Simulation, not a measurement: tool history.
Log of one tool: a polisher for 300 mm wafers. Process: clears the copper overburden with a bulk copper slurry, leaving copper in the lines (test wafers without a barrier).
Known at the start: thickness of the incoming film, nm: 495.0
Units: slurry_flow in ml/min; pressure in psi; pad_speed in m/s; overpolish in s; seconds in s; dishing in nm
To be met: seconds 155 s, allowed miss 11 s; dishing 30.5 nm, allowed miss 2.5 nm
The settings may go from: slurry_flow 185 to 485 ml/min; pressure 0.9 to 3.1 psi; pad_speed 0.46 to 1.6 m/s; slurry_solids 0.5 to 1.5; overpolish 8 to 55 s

Run 1, hour 0: slurry_flow 310 ml/min, pressure 2 psi, pad_speed 1.02 m/s, slurry_solids 1, overpolish 28 s. Result: seconds 95.377 s, dishing 37.855 nm.
Run 2, hour 7.5: slurry_flow 310 ml/min, pressure 1.7 psi, pad_speed 1 m/s, slurry_solids 1, overpolish 23 s. Result: seconds 116.59 s, dishing 34.644 nm.
Run 3, hour 9.8: slurry_flow 370 ml/min, pressure 1.7 psi, pad_speed 1 m/s, slurry_solids 1, overpolish 23 s. Result: seconds 111.58 s, dishing 34.262 nm.
Run 4, hour 15: slurry_flow 370 ml/min, pressure 1.7 psi, pad_speed 1 m/s, slurry_solids 1, overpolish 12 s. Result: seconds 109.58 s, dishing 26.226 nm.
Run 5, hour 22.8: slurry_flow 365 ml/min, pressure 1.5 psi, pad_speed 0.98 m/s, slurry_solids 1, overpolish 14 s. Result: seconds 119.48 s, dishing 27.62 nm.
Run 6, hour 30.8: slurry_flow 365 ml/min, pressure 1.5 psi, pad_speed 0.98 m/s, slurry_solids 0.85, overpolish 14 s. Result: seconds 129.56 s, dishing 26.769 nm.
Run 7, hour 39.9: slurry_flow 365 ml/min, pressure 1.4 psi, pad_speed 0.96 m/s, slurry_solids 0.85, overpolish 16 s. Result: seconds 135.75 s, dishing 27.273 nm.
At hour 43.2: slurry nozzle cleaned.
Run 8, hour 43.2: slurry_flow 365 ml/min, pressure 1.3 psi, pad_speed 0.96 m/s, slurry_solids 0.85, overpolish 18 s. Result: seconds 133.33 s, dishing 29.234 nm.

Which of these 4 next moves meets every target?
Run A, hour 46.5: slurry_flow 330 ml/min, pressure 0.9 psi, pad_speed 1.08 m/s, slurry_solids 0.75, overpolish 27 s. Result: seconds ?, dishing ?.
Run B, hour 46.5: slurry_flow 365 ml/min, pressure 0.9 psi, pad_speed 1.16 m/s, slurry_solids 1.1, overpolish 15 s. Result: seconds ?, dishing ?.
Run C, hour 46.5: slurry_flow 305 ml/min, pressure 1.8 psi, pad_speed 0.8 m/s, slurry_solids 0.85, overpolish 40 s. Result: seconds ?, dishing ?.
Run D, hour 46.5: slurry_flow 390 ml/min, pressure 1.2 psi, pad_speed 1.32 m/s, slurry_solids 0.7, overpolish 27 s. Result: seconds ?, dishing ?.

move  seconds  dishing
   A   158.43   29.185
   B   136.81   24.492
   C   130.64   35.294
   D   108.44   32.835
A: meets every target
B: further off than the last run
C: further off than the last run
D: further off than the last run
The right move is A.
